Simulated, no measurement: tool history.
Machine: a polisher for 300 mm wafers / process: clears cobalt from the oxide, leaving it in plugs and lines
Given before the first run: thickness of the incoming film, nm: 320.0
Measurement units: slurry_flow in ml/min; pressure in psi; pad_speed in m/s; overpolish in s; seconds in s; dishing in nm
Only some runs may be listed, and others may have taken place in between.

| run | hour | slurry_flow | pressure | pad_speed | overpolish | seconds | dishing |
|---|---|---|---|---|---|---|---|
| 1 | 0.0 | 130 | 1.7 | 0.90 | 25 | 90.744 | 44.178 |
| 2 | 1.1 | 110 | 1.7 | 0.90 | 25 | 94.143 | 43.573 |
| 3 | 5.5 | 110 | 1.5 | 0.90 | 25 | 103.300 | 41.729 |
| 4 | 12.0 | 110 | 1.5 | 0.90 | 31 | 104.640 | 44.476 |
| 5 | 14.7 | 90 | 1.5 | 0.90 | 31 | 109.870 | 43.565 |
| 6 | 23.7 | 90 | 1.5 | 0.74 | 31 | 134.080 | 40.776 |

Run 7 comes next. What will it give?
| 7 | 31.7 | 100 | 1.5 | 0.74 | 28 | ? | ? |

{"run 7": {"seconds": 130.08, "dishing": 39.158}}
